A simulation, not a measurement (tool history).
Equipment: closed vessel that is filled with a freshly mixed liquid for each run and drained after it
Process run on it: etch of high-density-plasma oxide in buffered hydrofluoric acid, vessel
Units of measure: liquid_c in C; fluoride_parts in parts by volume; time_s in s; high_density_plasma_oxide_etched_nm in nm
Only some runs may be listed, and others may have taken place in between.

run  hour  liquid_c  fluoride_parts  time_s  high_density_plasma_oxide_etched_nm
  1     0        24              15      35                               29.355
  2   4.2        24              15      35                               29.388
  3  10.7        24              15      35                               29.317
  4  13.5        25            14.5      35                                31.92
  5  19.4        25            14.5      35                               31.916
  6  23.9      23.5            14.5      35                               29.453
  7  25.1      24.5              14      35                               32.403

The next listed run, before its measurement:
  8  33.7      28.5               9      35                                    ?

Run 8 produced high_density_plasma_oxide_etched_nm 59.185 nm.
